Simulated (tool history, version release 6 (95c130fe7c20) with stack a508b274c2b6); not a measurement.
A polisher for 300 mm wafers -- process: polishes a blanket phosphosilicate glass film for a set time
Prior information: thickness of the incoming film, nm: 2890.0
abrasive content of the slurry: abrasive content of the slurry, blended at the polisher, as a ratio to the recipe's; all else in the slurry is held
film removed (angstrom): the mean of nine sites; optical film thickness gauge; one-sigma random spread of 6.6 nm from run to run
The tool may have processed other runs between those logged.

run	hour	flow of slurry (ml/min)	pressure of the wafer on the pad (psi)	speed of the pad under the wafer (m/s)	abrasive content of the slurry	polishing time (s)	film removed (angstrom)
1	0	215	3.4	1.1	1	58	6610.1
2	0.7	215	3.9	1.1	1	58	7251.4
3	8.2	225	4.2	1.1	1	58	7777.7
4	9.8	225	4.2	1.2	1	58	8116.6
5	16	250	4.2	1.2	1	58	8247.9
6	17.7	250	4.2	0.98	1	58	7290.2
7	25.4	250	4.5	1	1	58	7771.4
8	33.3	250	4.7	1.02	1	58	8177.8
9	35.8	250	4.8	1.04	1	58	8447.8
10	41.9	250	4.9	1.06	1	58	8740.9
11	43.7	250	5	1.06	1	58	8701.8
12	49.8	255	5.1	1.08	1	58	9018.6
13	56.5	255	5.1	1.1	1	58	9210.3

Estimate the outcome of run 14 from the log above:
14	65.3	275	5.2	1.1	1	58	?

{"run 14": {"film removed (angstrom)": 9337.6}}
